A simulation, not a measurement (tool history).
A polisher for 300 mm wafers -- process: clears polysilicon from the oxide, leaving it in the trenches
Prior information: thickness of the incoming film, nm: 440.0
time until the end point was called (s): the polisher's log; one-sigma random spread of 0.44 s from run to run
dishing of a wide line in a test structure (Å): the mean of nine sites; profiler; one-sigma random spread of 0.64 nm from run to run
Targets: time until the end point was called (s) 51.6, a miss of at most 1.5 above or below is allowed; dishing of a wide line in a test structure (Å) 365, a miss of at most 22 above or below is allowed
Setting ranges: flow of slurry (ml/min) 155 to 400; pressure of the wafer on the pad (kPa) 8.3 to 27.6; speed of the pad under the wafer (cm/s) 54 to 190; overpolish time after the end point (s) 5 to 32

run    day  flow of slurry (ml/min)  pressure of the wafer on the pad (kPa)  speed of the pad under the wafer (cm/s)  overpolish time after the end point (s)  time until the end point was called (s)  dishing of a wide line in a test structure (Å)
  1      0                      255                                    17.9                                      122                                       16                                   31.991                                           404.8
  2   0.35                      255                                    16.5                                      122                                       14                                   34.388                                          398.95
  3  0.542                      255                                    16.5                                      108                                       14                                   38.688                                          381.43
  4  0.833                      255                                    13.1                                      108                                       14                                   48.221                                          385.22
  5  1.125                      255                                    16.5                                      108                                       14                                   38.962                                          397.49
  6  1.367                      255                                    15.9                                      108                                       12                                    40.37                                          373.32
  7  1.629                      245                                      11                                      106                                       14                                   57.774                                          383.61
  8  1.783                      285                                    12.4                                      104                                        6                                   50.661                                          290.62
  9  1.904                      275                                    12.4                                      104                                        7                                   51.638                                          315.34
     2.029  -- head pressure recalibrated
 10  2.029                      270                                    12.4                                      104                                        8                                   55.306                                          321.92
 11  2.179                      270                                    12.4                                      104                                        9                                   55.657                                          334.84
 12  2.417                      265                                    12.4                                      104                                        9                                    55.45                                          335.54
 13  2.721                      265                                    12.4                                      104                                        9                                   55.273                                          337.16
 14  2.888                      265                                    12.4                                      104                                       10                                    55.53                                          352.51
 15  3.129                      270                                    12.4                                      104                                       10                                   55.942                                          340.56

Pick the move, out of 5, that brings all results within their allowed miss; only one does.
  A  3.371                      280                                    11.7                                       94                                       11                                        ?                                               ?
  B  3.371                      280                                    12.4                                       88                                       15                                        ?                                               ?
  C  3.371                      235                                    17.9                                       70                                       29                                        ?                                               ?
  D  3.371                      190                                    13.8                                      104                                       11                                        ?                                               ?
  E  3.371                      200                                    12.4                                      104                                       21                                        ?                                               ?

move  time until the end point was called (s)  dishing of a wide line in a test structure (Å)
   A                                   62.558                                          337.09
   B                                   62.852                                          367.46
   C                                   55.226                                          398.25
   D                                    51.69                                          357.33
   E                                     56.5                                          391.86
A: its largest miss is bigger than the last run's
B: its largest miss is bigger than the last run's
C: an improvement on the last run, though not all results are within tolerance
D: meets every target
E: its largest miss is bigger than the last run's
Correct choice: D, which meets every target
